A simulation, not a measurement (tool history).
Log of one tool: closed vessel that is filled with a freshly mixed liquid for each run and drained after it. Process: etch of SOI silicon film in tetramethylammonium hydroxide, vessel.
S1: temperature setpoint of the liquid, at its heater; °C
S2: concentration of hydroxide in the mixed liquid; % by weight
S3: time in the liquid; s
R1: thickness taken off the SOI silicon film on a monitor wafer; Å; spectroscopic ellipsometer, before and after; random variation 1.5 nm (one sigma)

{"run": 1, "hour": 0.0, "S1": 59.0, "S2": 12.0, "S3": 30, "R1": 1006.5}
{"run": 2, "hour": 1.3, "S1": 61.0, "S2": 12.0, "S3": 30, "R1": 1129.2}
{"run": 3, "hour": 3.0, "S1": 62.5, "S2": 12.0, "S3": 30, "R1": 1248.1}
{"run": 4, "hour": 4.4, "S1": 62.5, "S2": 12.0, "S3": 30, "R1": 1246.6}
{"run": 5, "hour": 10.3, "S1": 64.0, "S2": 12.0, "S3": 30, "R1": 1355.9}
{"run": 6, "hour": 17.0, "S1": 65.0, "S2": 12.0, "S3": 30, "R1": 1452.6}
{"run": 7, "hour": 24.1, "S1": 66.0, "S2": 12.0, "S3": 30, "R1": 1529.5}
{"run": 8, "hour": 33.0, "S1": 66.5, "S2": 12.0, "S3": 30, "R1": 1591.7}
{"run": 9, "hour": 34.6, "S1": 67.0, "S2": 12.0, "S3": 30, "R1": 1651.3}

Run 10 comes next. What will it give?
{"run": 10, "hour": 38.3, "S1": 67.5, "S2": 12.0, "S3": 30, "R1": "?"}

{"run 10": {"R1": 1663.6}}
